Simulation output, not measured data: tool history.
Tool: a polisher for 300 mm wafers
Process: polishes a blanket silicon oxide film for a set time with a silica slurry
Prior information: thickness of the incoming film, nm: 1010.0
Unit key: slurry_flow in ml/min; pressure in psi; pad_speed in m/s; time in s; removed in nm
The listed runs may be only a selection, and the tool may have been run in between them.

Run 1, hour 0.0: slurry_flow 235 ml/min, pressure 5.2 psi, pad_speed 1.44 m/s, slurry_solids 1.0, time 92 s. Result: removed 467.09 nm.
Run 2, hour 8.5: slurry_flow 235 ml/min, pressure 5.2 psi, pad_speed 1.44 m/s, slurry_solids 1.0, time 97 s. Result: removed 488.14 nm.
Run 3, hour 15.6: slurry_flow 235 ml/min, pressure 5.4 psi, pad_speed 1.44 m/s, slurry_solids 1.0, time 97 s. Result: removed 496.74 nm.
Run 4, hour 20.7: slurry_flow 235 ml/min, pressure 5.6 psi, pad_speed 1.44 m/s, slurry_solids 1.0, time 97 s. Result: removed 512.34 nm.
Run 5, hour 26.7: slurry_flow 235 ml/min, pressure 5.8 psi, pad_speed 1.44 m/s, slurry_solids 1.0, time 97 s. Result: removed 554.10 nm.
Run 6, hour 34.4: slurry_flow 235 ml/min, pressure 5.9 psi, pad_speed 1.44 m/s, slurry_solids 1.0, time 97 s. Result: removed 545.97 nm.
Run 7, hour 35.3: slurry_flow 235 ml/min, pressure 6.0 psi, pad_speed 1.44 m/s, slurry_solids 1.0, time 97 s. Result: removed 562.70 nm.
Run 8, hour 42.3: slurry_flow 235 ml/min, pressure 6.1 psi, pad_speed 1.44 m/s, slurry_solids 1.0, time 97 s. Result: removed 573.86 nm.
Run 9, hour 46.8: slurry_flow 235 ml/min, pressure 6.2 psi, pad_speed 1.44 m/s, slurry_solids 1.0, time 97 s. Result: removed 568.45 nm.

The next listed run, before its measurement:
Run 10, hour 48.8: slurry_flow 235 ml/min, pressure 6.2 psi, pad_speed 1.44 m/s, slurry_solids 1.0, time 97 s. Result: removed ?.

Run 10 produced removed 581.86 nm.

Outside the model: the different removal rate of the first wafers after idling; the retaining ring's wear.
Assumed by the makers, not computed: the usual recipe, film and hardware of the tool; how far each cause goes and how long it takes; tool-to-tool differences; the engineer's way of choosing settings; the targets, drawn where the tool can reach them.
